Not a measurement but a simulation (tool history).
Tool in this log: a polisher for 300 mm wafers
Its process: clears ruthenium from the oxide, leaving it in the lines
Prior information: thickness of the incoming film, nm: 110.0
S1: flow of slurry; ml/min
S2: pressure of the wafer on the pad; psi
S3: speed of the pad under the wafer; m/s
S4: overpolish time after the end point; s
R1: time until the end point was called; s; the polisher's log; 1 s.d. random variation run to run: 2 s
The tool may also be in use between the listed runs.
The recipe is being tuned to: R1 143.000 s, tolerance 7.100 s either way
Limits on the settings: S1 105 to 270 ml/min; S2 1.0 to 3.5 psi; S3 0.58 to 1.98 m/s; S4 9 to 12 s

run	day	S1	S2	S3	S4	R1
1	0.000	175	2.2	1.28	12	90.209
2	0.192	210	2.2	1.28	12	88.181
3	0.350	210	2.2	1.28	12	87.506
4	0.642	210	2.2	1.28	12	85.755
5	0.888	205	2.0	1.28	12	95.802
6	0.996	205	2.0	1.54	12	84.214
7	1.142	205	1.8	1.52	12	89.945
8	1.321	205	1.6	1.46	12	106.350
9	1.404	205	1.5	1.46	12	115.030
10	1.483	205	1.4	1.46	12	119.190
11	1.692	205	1.3	1.46	12	133.030
# day 1.762: slurry nozzle cleaned
12	1.762	205	1.3	1.46	12	118.630
13	1.854	205	1.2	1.44	12	130.740

Of the 4 settings listed for the next run, only one would bring every result within its allowed miss of target. Which one?
A	1.946	225	1.0	1.54	12	?
B	1.946	160	1.1	1.30	9	?
C	1.946	190	1.0	1.38	12	?
D	1.946	210	1.4	1.36	9	?

move	R1
A	147.130
B	160.570
C	163.520
D	118.640
A: each result inside its tolerance
B: carries the result that was furthest off beyond its target, to the other side
C: carries the result that was furthest off beyond its target, to the other side
D: misses by more than the last run did
The right move is A.
